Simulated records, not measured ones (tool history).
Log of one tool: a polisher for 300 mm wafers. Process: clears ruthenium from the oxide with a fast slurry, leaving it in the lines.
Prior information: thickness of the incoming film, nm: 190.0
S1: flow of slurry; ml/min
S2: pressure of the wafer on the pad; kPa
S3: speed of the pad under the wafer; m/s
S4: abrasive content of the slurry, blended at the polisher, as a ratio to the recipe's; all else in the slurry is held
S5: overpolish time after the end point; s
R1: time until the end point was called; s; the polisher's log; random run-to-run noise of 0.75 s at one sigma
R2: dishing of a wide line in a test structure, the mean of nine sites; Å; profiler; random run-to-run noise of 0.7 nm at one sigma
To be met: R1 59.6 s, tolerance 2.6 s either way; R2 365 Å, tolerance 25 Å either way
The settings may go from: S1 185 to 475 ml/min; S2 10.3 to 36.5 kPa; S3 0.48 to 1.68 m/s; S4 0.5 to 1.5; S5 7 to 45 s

| run | day | S1 | S2 | S3 | S4 | S5 | R1 | R2 |
|---|---|---|---|---|---|---|---|---|
| 1 | 0 | 305 | 23.4 | 1.08 | 1 | 23 | 42.29 | 686.46 |
| 2 | 0.371 | 305 | 21.4 | 1.08 | 1 | 20 | 45.593 | 596.14 |
| 3 | 0.721 | 305 | 21.4 | 1.08 | 0.8 | 20 | 53.179 | 507.53 |
| 4 | 0.904 | 305 | 21.4 | 0.86 | 0.8 | 20 | 65.966 | 432.51 |
| 5 | 1.192 | 305 | 21.4 | 0.86 | 0.6 | 20 | 91.929 | 327.96 |
| 6 | 1.308 | 305 | 24.1 | 0.86 | 0.6 | 19 | 80.64 | 345.07 |
| 7 | 1.433 | 305 | 26.2 | 0.86 | 0.6 | 18 | 75.094 | 347.04 |
| 8 | 1.488 | 305 | 27.6 | 0.86 | 0.6 | 17 | 72.371 | 353.32 |

Below are 5 possible settings for the next run. Only one of them brings all results inside the allowed miss of their targets. Which is it?
| A | 1.542 | 190 | 33.8 | 0.88 | 0.65 | 16 | ? | ? |
| B | 1.542 | 330 | 29.6 | 0.86 | 0.65 | 19 | ? | ? |
| C | 1.542 | 335 | 32.4 | 0.56 | 0.8 | 15 | ? | ? |
| D | 1.542 | 320 | 25.5 | 0.98 | 0.6 | 17 | ? | ? |
| E | 1.542 | 315 | 26.2 | 0.68 | 0.6 | 24 | ? | ? |

| move | R1 | R2 |
|---|---|---|
| A | 55.637 | 411.63 |
| B | 60.055 | 445.55 |
| C | 59.999 | 365.57 |
| D | 70.406 | 354.79 |
| E | 90.961 | 382.78 |
A: pushes the last run's worst result past its target
B: corrects the largest miss of the last run, while another result sits out of spec
C: hits every target within its allowed miss
D: nearer than the last run, and not there yet
E: further off than the last run
Move C is the one to make.
